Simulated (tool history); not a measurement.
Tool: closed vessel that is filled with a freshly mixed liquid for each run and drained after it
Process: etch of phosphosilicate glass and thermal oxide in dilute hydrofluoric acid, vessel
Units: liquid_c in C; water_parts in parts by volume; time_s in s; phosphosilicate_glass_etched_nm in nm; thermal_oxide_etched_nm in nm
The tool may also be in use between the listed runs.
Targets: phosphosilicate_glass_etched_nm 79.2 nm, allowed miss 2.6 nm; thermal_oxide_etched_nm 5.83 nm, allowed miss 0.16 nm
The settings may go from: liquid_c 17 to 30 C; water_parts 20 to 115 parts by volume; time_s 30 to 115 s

run  hour  liquid_c  water_parts  time_s  phosphosilicate_glass_etched_nm  thermal_oxide_etched_nm
  1     0        22           65      60                           61.035                   4.5432
  2   6.5      23.5           65      60                           64.781                   4.8551
  3  13.6      24.5           65      60                           68.374                   5.0638
  4  20.3      25.5           65      60                           69.818                   5.2495
  5  28.4        26           65      60                           71.973                   5.3268
  6  36.9        26           65      45                           53.632                   3.9576
  7  44.3        27           60      45                           61.072                   4.5536
  8  52.6        28           60      45                           64.842                   4.7658
  9  56.5      28.5           60      45                           65.032                   4.7662
 10  61.2        29           55      45                           71.954                    5.393
 11  63.4      29.5           55      45                           75.155                   5.4967
 12  63.9        30           50      45                           85.761                   6.2027
 13  67.9      29.5           50      45                            84.31                   6.0832
 14  75.2        29           50      45                            81.05                   5.9649

4 next moves are on the table. One of them brings every result within its allowed miss. Which?
  A  82.5        29           35      30                                ?                        ?
  B  82.5        18           35      50                                ?                        ?
  C  82.5      23.5           35      40                                ?                        ?
  D  82.5        24           45      50                                ?                        ?

move  phosphosilicate_glass_etched_nm  thermal_oxide_etched_nm
   A                           80.186                   5.7496
   B                           84.355                   6.0486
   C                           85.347                   6.1197
   D                           83.599                   5.9943
A: meets every target
B: further off than the last run
C: further off than the last run
D: further off than the last run
Move A is the one to make.
